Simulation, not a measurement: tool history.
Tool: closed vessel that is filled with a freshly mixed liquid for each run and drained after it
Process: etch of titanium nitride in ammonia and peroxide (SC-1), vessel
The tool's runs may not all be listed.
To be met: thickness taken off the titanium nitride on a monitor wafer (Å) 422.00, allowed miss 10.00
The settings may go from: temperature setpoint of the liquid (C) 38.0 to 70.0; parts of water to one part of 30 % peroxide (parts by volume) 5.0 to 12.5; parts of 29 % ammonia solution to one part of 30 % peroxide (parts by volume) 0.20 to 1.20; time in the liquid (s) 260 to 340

run	hour	temperature setpoint of the liquid (C)	parts of water to one part of 30 % peroxide (parts by volume)	parts of 29 % ammonia solution to one part of 30 % peroxide (parts by volume)	time in the liquid (s)	thickness taken off the titanium nitride on a monitor wafer (Å)
1	0.0	54.0	7.0	0.70	340	234.60
2	7.6	55.5	7.0	0.70	340	259.93
3	16.1	55.5	7.0	0.85	340	266.01
4	20.5	55.5	8.0	0.85	340	248.20
5	25.1	50.0	8.0	0.85	340	169.99
6	33.8	50.0	8.0	1.05	340	175.01
7	43.1	52.5	8.0	1.05	340	208.90
8	50.8	54.5	8.0	1.05	340	241.31
9	59.6	54.5	8.0	1.05	340	242.72
10	64.5	62.5	8.0	1.05	340	406.40

Which of these 5 next moves meets every target?
A	69.4	63.0	7.5	0.80	340	?
B	69.4	65.5	8.0	1.00	275	?
C	69.4	68.0	8.5	1.20	265	?
D	69.4	62.5	8.5	1.15	340	?
E	69.4	63.0	5.5	0.95	270	?

move	thickness taken off the titanium nitride on a monitor wafer (Å)
A	418.40
B	397.48
C	446.49
D	401.60
E	392.83
A: meets every target
B: further off than the last run
C: takes the result that was furthest off past its target
D: further off than the last run
E: further off than the last run
Move A is the one to make.
